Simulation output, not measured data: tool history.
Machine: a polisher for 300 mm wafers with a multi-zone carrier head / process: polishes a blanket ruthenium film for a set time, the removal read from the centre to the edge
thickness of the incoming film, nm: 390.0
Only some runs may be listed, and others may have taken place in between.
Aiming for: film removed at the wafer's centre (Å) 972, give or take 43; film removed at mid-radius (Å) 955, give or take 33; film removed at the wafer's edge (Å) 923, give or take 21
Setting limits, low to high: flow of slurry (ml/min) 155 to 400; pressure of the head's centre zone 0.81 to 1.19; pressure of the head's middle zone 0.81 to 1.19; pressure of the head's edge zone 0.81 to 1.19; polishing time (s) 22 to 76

run  hour  flow of slurry (ml/min)  pressure of the head's centre zone  pressure of the head's middle zone  pressure of the head's edge zone  polishing time (s)  film removed at the wafer's centre (Å)  film removed at mid-radius (Å)  film removed at the wafer's edge (Å)
  1     0                      255                                   1                                   1                                 1                  49                                  642.99                          638.28                                670.34
  2   6.1                      260                                1.02                                1.02                              1.02                  50                                  676.27                          667.86                                690.04
  3  12.7                      260                                0.97                                1.02                              1.02                  50                                  649.43                          667.18                                688.57
  4  13.9                      265                                0.99                                1.03                              1.03                  51                                  677.58                          690.16                                705.11
  5  22.9                      265                                1.05                                1.03                              1.03                  51                                  713.53                          694.53                                711.48
  6  28.1                      265                                0.99                                1.03                              1.03                  51                                  680.13                          682.39                                702.57
  7  33.1                      265                                   1                                1.04                              1.04                  52                                  684.77                          696.87                                720.99
  8  35.2                      270                                1.02                                1.05                              1.04                  53                                  738.02                             731                                735.43
  9  41.6                      270                                1.02                                1.05                              1.04                  53                                  718.09                          732.71                                745.66
 10  45.3                      325                                1.12                                1.15                              1.14                  61                                  937.15                          914.26                                 901.7

Which of these 4 next moves meets every target?
  A    49                      375                                1.13                                1.16                              1.13                  62                                       ?                               ?                                     ?
  B    49                      335                                 1.1                                1.16                              1.18                  58                                       ?                               ?                                     ?
  C    49                      305                                1.15                                1.12                              1.12                  66                                       ?                               ?                                     ?
  D    49                      275                                1.14                                1.05                              1.13                  61                                       ?                               ?                                     ?

move  film removed at the wafer's centre (Å)  film removed at mid-radius (Å)  film removed at the wafer's edge (Å)
   A                                  953.27                          933.63                                918.88
   B                                  859.78                          865.04                                872.52
   C                                  1010.5                           946.3                                960.27
   D                                  914.31                           818.5                                 884.8
A: all results in spec
B: further off than the last run
C: the worst result of the last run now meets its target, but another is out of spec
D: further off than the last run
The right move is A.

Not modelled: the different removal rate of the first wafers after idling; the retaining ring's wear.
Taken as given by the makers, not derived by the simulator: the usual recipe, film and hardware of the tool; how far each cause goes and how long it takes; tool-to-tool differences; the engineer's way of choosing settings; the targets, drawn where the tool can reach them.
